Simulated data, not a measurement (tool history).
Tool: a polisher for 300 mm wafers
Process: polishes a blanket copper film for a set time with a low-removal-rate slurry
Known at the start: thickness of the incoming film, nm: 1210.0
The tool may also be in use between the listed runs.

run  hour  flow of slurry (ml/min)  pressure of the wafer on the pad (psi)  speed of the pad under the wafer (cm/s)  abrasive content of the slurry  polishing time (s)  film removed (nm)
  1   0.0                      165                                     2.0                                      124                             1.0                  82             219.94
  2   0.7                      165                                     2.0                                      124                             1.0                  82             223.03
  3   8.4                      185                                     2.0                                      124                             1.0                  82             230.26
  4   9.5                      190                                     2.1                                      124                             1.0                  82             238.15
  5  10.2                      190                                     2.1                                      124                             0.9                  82             228.95
  6  12.3                      190                                     2.1                                      124                             0.9                  86             241.56
  7  20.2                      190                                     2.2                                      126                             0.9                  86             259.85
  8  22.8                      190                                     2.3                                      126                             0.9                  86             274.42
  9  30.7                      190                                     2.4                                      126                             0.9                  86             279.10
 10  38.0                      195                                     2.5                                      128                             0.9                  86             292.46
 11  39.1                      195                                     2.6                                      130                             0.9                  86             318.34
 12  46.0                      195                                     2.7                                      130                             0.9                  86             318.99
 13  53.4                      200                                     2.8                                      132                             0.9                  86             345.82
 14  56.1                      200                                     2.8                                      134                             0.9                  86             342.94
 15  64.0                      200                                     2.8                                      136                             0.9                  86             355.04

Forecast run 16:
 16  71.1                      205                                     3.0                                      140                             0.9                  86                  ?

Run 16 gave film removed (nm) 388.98.

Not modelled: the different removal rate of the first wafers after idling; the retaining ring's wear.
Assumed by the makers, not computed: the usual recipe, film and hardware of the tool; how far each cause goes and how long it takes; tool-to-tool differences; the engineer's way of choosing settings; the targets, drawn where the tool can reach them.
